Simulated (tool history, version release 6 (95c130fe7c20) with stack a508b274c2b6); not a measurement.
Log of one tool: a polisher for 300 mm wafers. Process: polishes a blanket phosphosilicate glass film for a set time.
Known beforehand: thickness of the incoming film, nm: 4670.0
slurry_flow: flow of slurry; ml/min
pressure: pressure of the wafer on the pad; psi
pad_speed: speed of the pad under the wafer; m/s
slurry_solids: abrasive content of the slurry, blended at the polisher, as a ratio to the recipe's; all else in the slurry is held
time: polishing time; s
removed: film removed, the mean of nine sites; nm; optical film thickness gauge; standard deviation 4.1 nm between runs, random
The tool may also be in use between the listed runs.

{"run": 1, "hour": 0.0, "slurry_flow": 305, "pressure": 3.3, "pad_speed": 1.28, "slurry_solids": 1.0, "time": 62, "removed": 764.67}
{"run": 2, "hour": 5.8, "slurry_flow": 370, "pressure": 3.3, "pad_speed": 1.28, "slurry_solids": 1.0, "time": 62, "removed": 778.08}
{"run": 3, "hour": 7.1, "slurry_flow": 370, "pressure": 3.3, "pad_speed": 1.28, "slurry_solids": 1.15, "time": 62, "removed": 862.36}
{"run": 4, "hour": 11.1, "slurry_flow": 370, "pressure": 2.5, "pad_speed": 1.28, "slurry_solids": 1.15, "time": 62, "removed": 659.96}
{"run": 5, "hour": 15.7, "slurry_flow": 370, "pressure": 3.2, "pad_speed": 1.28, "slurry_solids": 1.15, "time": 62, "removed": 844.37}
{"run": 6, "hour": 22.3, "slurry_flow": 370, "pressure": 3.7, "pad_speed": 1.28, "slurry_solids": 1.15, "time": 62, "removed": 967.12}

What does the tool deliver on the next run?
{"run": 7, "hour": 23.4, "slurry_flow": 365, "pressure": 2.7, "pad_speed": 1.02, "slurry_solids": 1.15, "time": 62, "removed": "?"}

removed: 609.95 nm
